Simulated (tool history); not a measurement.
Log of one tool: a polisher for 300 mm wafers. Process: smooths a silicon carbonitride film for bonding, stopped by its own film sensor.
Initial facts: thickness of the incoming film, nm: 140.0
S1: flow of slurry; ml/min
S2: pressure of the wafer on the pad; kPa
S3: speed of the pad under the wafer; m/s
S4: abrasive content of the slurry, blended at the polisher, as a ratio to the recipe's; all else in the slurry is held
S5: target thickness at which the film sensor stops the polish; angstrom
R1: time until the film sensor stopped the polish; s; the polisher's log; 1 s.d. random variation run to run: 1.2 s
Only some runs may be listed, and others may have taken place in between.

run	hour	S1	S2	S3	S4	S5	R1
1	0	275	10.3	1.02	1	1210	115.26
2	5.9	275	11.7	1.02	1	1210	102.08
3	11.3	275	11	1.02	1	1210	109.74
4	15.7	275	9	1.02	1	1210	132.2
5	16.7	275	9	1.02	1.1	1210	126.62
6	20.6	325	9	1.02	1.1	1210	123.83
7	28.6	320	9	1.02	1.1	1210	124.8
8	35	300	6.9	1.02	1.1	1210	162.09

The next listed run, before its measurement:
9	36.6	305	6.9	1.02	1.1	1210	?

R1: 160.9 s
